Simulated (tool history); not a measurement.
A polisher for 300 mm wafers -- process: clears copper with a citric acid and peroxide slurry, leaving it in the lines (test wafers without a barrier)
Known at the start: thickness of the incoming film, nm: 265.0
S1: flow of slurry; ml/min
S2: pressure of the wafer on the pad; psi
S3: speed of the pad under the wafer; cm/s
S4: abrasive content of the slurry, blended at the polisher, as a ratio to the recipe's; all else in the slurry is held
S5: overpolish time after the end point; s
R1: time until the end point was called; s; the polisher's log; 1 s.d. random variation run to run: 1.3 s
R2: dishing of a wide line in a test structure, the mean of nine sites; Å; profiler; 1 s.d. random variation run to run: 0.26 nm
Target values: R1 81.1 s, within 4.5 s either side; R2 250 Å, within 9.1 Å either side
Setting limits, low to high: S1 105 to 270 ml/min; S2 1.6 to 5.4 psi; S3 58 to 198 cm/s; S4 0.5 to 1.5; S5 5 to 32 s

Run 1, hour 0: S1 175 ml/min, S2 3.5 psi, S3 128 cm/s, S4 1, S5 16 s. Result: R1 70.263 s, R2 343.16 Å.
Run 2, hour 4.4: S1 175 ml/min, S2 3.5 psi, S3 128 cm/s, S4 1, S5 11 s. Result: R1 68.747 s, R2 260.64 Å.
Run 3, hour 4.9: S1 175 ml/min, S2 3.5 psi, S3 148 cm/s, S4 1, S5 11 s. Result: R1 59.872 s, R2 292.49 Å.
Run 4, hour 6.5: S1 145 ml/min, S2 3.5 psi, S3 148 cm/s, S4 1, S5 11 s. Result: R1 61.449 s, R2 282.16 Å.
Run 5, hour 7.5: S1 145 ml/min, S2 3.5 psi, S3 148 cm/s, S4 1, S5 7 s. Result: R1 61.825 s, R2 200 Å.
Run 6, hour 14.7: S1 145 ml/min, S2 3.4 psi, S3 148 cm/s, S4 1, S5 8 s. Result: R1 62.18 s, R2 217.79 Å.
Run 7, hour 20.7: S1 145 ml/min, S2 3.3 psi, S3 148 cm/s, S4 1, S5 9 s. Result: R1 65.256 s, R2 235.04 Å.
Run 8, hour 28.5: S1 145 ml/min, S2 3.2 psi, S3 148 cm/s, S4 1, S5 9 s. Result: R1 67.115 s, R2 226.41 Å.
Run 9, hour 32.1: S1 145 ml/min, S2 3.1 psi, S3 148 cm/s, S4 1, S5 9 s. Result: R1 68.892 s, R2 224.26 Å.
Run 10, hour 40.8: S1 140 ml/min, S2 2.5 psi, S3 146 cm/s, S4 1, S5 15 s. Result: R1 88.605 s, R2 274.56 Å.
Run 11, hour 42.1: S1 135 ml/min, S2 2.7 psi, S3 146 cm/s, S4 1, S5 14 s. Result: R1 81.847 s, R2 274.11 Å.
Run 12, hour 45.5: S1 135 ml/min, S2 2.7 psi, S3 146 cm/s, S4 1, S5 13 s. Result: R1 80.854 s, R2 257.48 Å.
Run 13, hour 51.5: S1 130 ml/min, S2 2.7 psi, S3 146 cm/s, S4 1, S5 13 s. Result: R1 80.579 s, R2 262.82 Å.

Which of these 5 next moves meets every target?
Run A, hour 57.5: S1 135 ml/min, S2 2.7 psi, S3 162 cm/s, S4 0.95, S5 13 s. Result: R1 ?, R2 ?.
Run B, hour 57.5: S1 105 ml/min, S2 2.8 psi, S3 150 cm/s, S4 1, S5 15 s. Result: R1 ?, R2 ?.
Run C, hour 57.5: S1 190 ml/min, S2 2.3 psi, S3 168 cm/s, S4 1.1, S5 14 s. Result: R1 ?, R2 ?.
Run D, hour 57.5: S1 105 ml/min, S2 2.7 psi, S3 154 cm/s, S4 1.05, S5 12 s. Result: R1 ?, R2 ?.
Run E, hour 57.5: S1 140 ml/min, S2 2.6 psi, S3 156 cm/s, S4 1.15, S5 14 s. Result: R1 ?, R2 ?.

move      R1      R2
   A  76.364  278.78
   B  82.557  292.15
   C  78.509  286.41
   D  82.321  249.19
   E  77.748  289.63
A: its largest miss is bigger than the last run's
B: its largest miss is bigger than the last run's
C: its largest miss is bigger than the last run's
D: hits every target within its allowed miss
E: its largest miss is bigger than the last run's
The move that meets every target is D.
